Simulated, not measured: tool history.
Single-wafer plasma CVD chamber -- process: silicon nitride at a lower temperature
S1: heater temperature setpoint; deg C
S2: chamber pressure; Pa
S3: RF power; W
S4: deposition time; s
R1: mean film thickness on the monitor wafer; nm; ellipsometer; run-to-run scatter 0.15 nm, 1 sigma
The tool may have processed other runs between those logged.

{"run": 1, "hour": 0.0, "S1": 345, "S2": 176, "S3": 260, "S4": 48.3, "R1": 45.799}
{"run": 2, "hour": 8.3, "S1": 340, "S2": 176, "S3": 260, "S4": 48.3, "R1": 46.023}
{"run": 3, "hour": 9.8, "S1": 340, "S2": 204, "S3": 260, "S4": 48.3, "R1": 47.676}
{"run": 4, "hour": 10.6, "S1": 341, "S2": 180, "S3": 235, "S4": 48.3, "R1": 41.36}
{"run": 5, "hour": 17.4, "S1": 333, "S2": 180, "S3": 235, "S4": 48.3, "R1": 41.914}
{"run": 6, "hour": 25.5, "S1": 333, "S2": 163, "S3": 225, "S4": 48.3, "R1": 38.721}
{"run": 7, "hour": 30.4, "S1": 333, "S2": 149, "S3": 220, "S4": 48.3, "R1": 36.825}
{"run": 8, "hour": 37.5, "S1": 333, "S2": 115, "S3": 215, "S4": 48.3, "R1": 33.385}

Run 9 is up next; what results do you expect?
{"run": 9, "hour": 39.9, "S1": 333, "S2": 116, "S3": 215, "S4": 48.3, "R1": "?"}

Run 9 produced R1 33.173 nm.
